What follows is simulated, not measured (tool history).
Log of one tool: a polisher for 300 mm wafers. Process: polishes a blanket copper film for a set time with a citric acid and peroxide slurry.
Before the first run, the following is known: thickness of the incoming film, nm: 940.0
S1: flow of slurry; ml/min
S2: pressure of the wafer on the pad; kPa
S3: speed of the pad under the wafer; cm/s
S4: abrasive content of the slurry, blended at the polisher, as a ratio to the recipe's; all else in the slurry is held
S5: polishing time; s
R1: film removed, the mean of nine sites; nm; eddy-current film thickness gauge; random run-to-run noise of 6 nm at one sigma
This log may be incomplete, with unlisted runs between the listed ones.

{"run": 1, "hour": 0.0, "S1": 255, "S2": 26.9, "S3": 104, "S4": 1, "S5": 104, "R1": 364.84}
{"run": 2, "hour": 5.4, "S1": 255, "S2": 26.9, "S3": 90, "S4": 1, "S5": 104, "R1": 336.9}
{"run": 3, "hour": 6.7, "S1": 255, "S2": 26.9, "S3": 76, "S4": 1, "S5": 104, "R1": 301.19}
{"run": 4, "hour": 13.3, "S1": 280, "S2": 26.9, "S3": 76, "S4": 1, "S5": 104, "R1": 297.72}
{"run": 5, "hour": 19.7, "S1": 280, "S2": 26.9, "S3": 76, "S4": 1, "S5": 109, "R1": 311.5}
{"run": 6, "hour": 28.5, "S1": 280, "S2": 29, "S3": 76, "S4": 1, "S5": 109, "R1": 337.99}

For run 7, what comes out?
{"run": 7, "hour": 29.9, "S1": 280, "S2": 30.3, "S3": 76, "S4": 1, "S5": 109, "R1": "?"}

{"run 7": {"R1": 352.82}}

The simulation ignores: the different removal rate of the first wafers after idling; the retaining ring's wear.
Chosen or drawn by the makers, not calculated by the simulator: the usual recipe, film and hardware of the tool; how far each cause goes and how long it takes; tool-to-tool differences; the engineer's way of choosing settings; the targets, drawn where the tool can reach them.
